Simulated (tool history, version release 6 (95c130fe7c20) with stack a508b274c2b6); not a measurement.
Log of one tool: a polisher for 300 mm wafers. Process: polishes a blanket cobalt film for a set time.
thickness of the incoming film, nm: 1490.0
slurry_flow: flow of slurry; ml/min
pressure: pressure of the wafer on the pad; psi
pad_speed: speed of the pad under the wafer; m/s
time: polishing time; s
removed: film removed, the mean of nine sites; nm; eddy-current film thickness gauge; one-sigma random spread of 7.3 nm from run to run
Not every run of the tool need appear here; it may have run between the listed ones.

run 1 hour=0 | slurry_flow=125 pressure=2.5 pad_speed=1.16 time=104 | removed=640.8
run 2 hour=6.1 | slurry_flow=125 pressure=2.5 pad_speed=1.16 time=104 | removed=642.29
run 3 hour=11.6 | slurry_flow=125 pressure=2.5 pad_speed=1.44 time=104 | removed=769.1
run 4 hour=18.3 | slurry_flow=125 pressure=2.5 pad_speed=1.22 time=104 | removed=670
run 5 hour=19.8 | slurry_flow=140 pressure=2.5 pad_speed=1.22 time=104 | removed=673.75
run 6 hour=28.1 | slurry_flow=165 pressure=2.5 pad_speed=1.22 time=104 | removed=688.7
run 7 hour=32.8 | slurry_flow=165 pressure=2.6 pad_speed=1.22 time=104 | removed=706.44
run 8 hour=33.6 | slurry_flow=165 pressure=2.7 pad_speed=1.22 time=104 | removed=743.82
run 9 hour=39.4 | slurry_flow=165 pressure=2.8 pad_speed=1.22 time=104 | removed=755.04

Run 10 comes next. What will it give?
run 10 hour=45.6 | slurry_flow=165 pressure=2.9 pad_speed=1.22 time=104 | removed=?

removed: 765.78 nm

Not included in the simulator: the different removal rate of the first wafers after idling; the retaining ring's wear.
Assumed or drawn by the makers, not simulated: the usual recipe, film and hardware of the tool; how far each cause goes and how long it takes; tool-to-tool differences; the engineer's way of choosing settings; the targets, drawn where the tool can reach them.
